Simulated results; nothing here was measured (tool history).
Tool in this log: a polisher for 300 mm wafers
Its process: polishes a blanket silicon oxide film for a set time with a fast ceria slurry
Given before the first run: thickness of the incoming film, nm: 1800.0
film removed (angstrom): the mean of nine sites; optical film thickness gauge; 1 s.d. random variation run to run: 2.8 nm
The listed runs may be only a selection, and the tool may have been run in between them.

run,hour,flow of slurry (ml/min),pressure of the wafer on the pad (kPa),speed of the pad under the wafer (m/s),polishing time (s),film removed (angstrom)
1,0,245,16.5,1.18,49,6533.8
2,6,190,16.5,1.18,49,6451.3
3,8.8,190,14.5,1.18,49,5729.7
4,9.8,190,14.5,1.18,52,6063.6
5,13.4,190,14.5,0.98,52,5171.4
6,14.7,190,17.2,0.98,52,6026
7,18.1,190,15.2,0.98,52,5400.8

The next listed run, before its measurement:
8,23.1,190,13.8,0.98,52,?

film removed (angstrom): 4962.1
